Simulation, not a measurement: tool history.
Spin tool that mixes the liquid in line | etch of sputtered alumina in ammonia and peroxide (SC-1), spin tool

| run | hour | temperature setpoint of the liquid (K) | parts of 29 % ammonia solution to one part of 30 % peroxide (parts by volume) | time under the liquid (s) | thickness taken off the sputtered alumina on a monitor wafer (Å) |
|---|---|---|---|---|---|
| 1 | 0 | 325.15 | 0.4 | 95 | 69.933 |
| 2 | 4.3 | 327.15 | 0.4 | 95 | 77.289 |
| 3 | 12.1 | 333.65 | 0.4 | 95 | 109.04 |
| 4 | 21.1 | 333.65 | 0.4 | 95 | 108.42 |
| 5 | 22.5 | 333.65 | 0.5 | 95 | 111.22 |
| 6 | 23.7 | 333.65 | 0.4 | 95 | 109.66 |
| 7 | 27.9 | 333.65 | 0.4 | 95 | 109.1 |

Run 8 comes next. What will it give?
| 8 | 34.1 | 333.15 | 0.4 | 95 | ? |

thickness taken off the sputtered alumina on a monitor wafer (Å): 106.97

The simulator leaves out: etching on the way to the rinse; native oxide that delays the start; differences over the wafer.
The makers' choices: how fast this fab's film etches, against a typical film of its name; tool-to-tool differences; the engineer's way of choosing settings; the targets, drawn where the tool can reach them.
